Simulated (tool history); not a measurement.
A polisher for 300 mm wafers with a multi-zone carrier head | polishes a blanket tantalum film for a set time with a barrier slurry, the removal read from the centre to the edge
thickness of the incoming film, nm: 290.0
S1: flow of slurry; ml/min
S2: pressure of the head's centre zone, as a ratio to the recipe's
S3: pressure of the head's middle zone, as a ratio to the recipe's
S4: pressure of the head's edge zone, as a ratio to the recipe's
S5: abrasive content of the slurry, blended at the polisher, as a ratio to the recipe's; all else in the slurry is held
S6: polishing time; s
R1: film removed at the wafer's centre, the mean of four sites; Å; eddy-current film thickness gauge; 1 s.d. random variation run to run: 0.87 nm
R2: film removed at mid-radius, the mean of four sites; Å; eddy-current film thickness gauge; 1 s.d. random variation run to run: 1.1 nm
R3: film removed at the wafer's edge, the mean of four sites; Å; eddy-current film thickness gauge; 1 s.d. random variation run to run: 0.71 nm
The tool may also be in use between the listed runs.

| run | hour | S1 | S2 | S3 | S4 | S5 | S6 | R1 | R2 | R3 |
|---|---|---|---|---|---|---|---|---|---|---|
| 1 | 0.0 | 295 | 1.00 | 1.00 | 1.00 | 1.00 | 73 | 893.69 | 894.32 | 893.58 |
| 2 | 2.4 | 300 | 1.01 | 1.02 | 1.02 | 1.05 | 73 | 906.76 | 923.78 | 910.05 |
| 3 | 6.8 | 300 | 1.01 | 1.02 | 1.05 | 1.05 | 73 | 902.75 | 918.45 | 917.22 |
| 4 | 8.3 | 305 | 1.02 | 1.03 | 1.06 | 1.10 | 73 | 935.65 | 935.36 | 937.43 |
| 5 | 11.2 | 310 | 1.02 | 1.05 | 1.07 | 1.15 | 73 | 944.95 | 954.23 | 956.84 |
| 6 | 16.1 | 315 | 1.02 | 1.07 | 1.08 | 1.15 | 73 | 935.79 | 987.07 | 972.39 |
| 7 | 23.2 | 325 | 1.03 | 1.08 | 1.08 | 1.15 | 73 | 968.82 | 982.68 | 949.43 |
| 8 | 26.6 | 330 | 1.03 | 1.09 | 1.09 | 1.20 | 73 | 961.65 | 1018.10 | 981.34 |

Predict the results of run 9:
| 9 | 28.9 | 335 | 1.03 | 1.10 | 1.10 | 1.20 | 73 | ? | ? | ? |

{"run 9": {"R1": 967.32, "R2": 1023.8, "R3": 991.55}}
